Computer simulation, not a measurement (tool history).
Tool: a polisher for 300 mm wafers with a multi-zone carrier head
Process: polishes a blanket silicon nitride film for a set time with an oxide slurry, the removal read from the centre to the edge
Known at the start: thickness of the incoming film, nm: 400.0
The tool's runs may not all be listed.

run,day,flow of slurry (ml/min),pressure of the head's centre zone,pressure of the head's middle zone,pressure of the head's edge zone,abrasive content of the slurry,polishing time (s),film removed at the wafer's centre (nm),film removed at mid-radius (nm),film removed at the wafer's edge (nm)
1,0.000,265,1.00,1.00,1.00,1.00,52,34.586,36.384,36.126
2,0.121,265,1.00,1.05,1.00,1.00,52,34.532,38.024,36.002
3,0.271,255,1.01,1.01,0.99,1.00,52,34.951,36.563,36.164
4,0.483,255,1.01,1.01,0.99,1.10,52,36.498,38.422,37.562
5,0.842,255,1.05,1.01,0.99,1.10,52,37.326,37.940,37.671
6,1.096,255,1.05,1.01,0.99,1.10,64,45.963,47.120,45.218
7,1.429,250,1.04,0.97,0.98,1.00,64,43.757,42.835,42.766
8,1.500,240,1.02,0.94,0.96,0.95,64,41.191,41.209,41.690

Run 9 has not been measured yet. What should we expect?
9,1.783,235,1.02,0.92,0.95,0.90,64,?,?,?

Run 9 yielded film removed at the wafer's centre (nm) 40.581, film removed at mid-radius (nm) 39.229, film removed at the wafer's edge (nm) 41.293.

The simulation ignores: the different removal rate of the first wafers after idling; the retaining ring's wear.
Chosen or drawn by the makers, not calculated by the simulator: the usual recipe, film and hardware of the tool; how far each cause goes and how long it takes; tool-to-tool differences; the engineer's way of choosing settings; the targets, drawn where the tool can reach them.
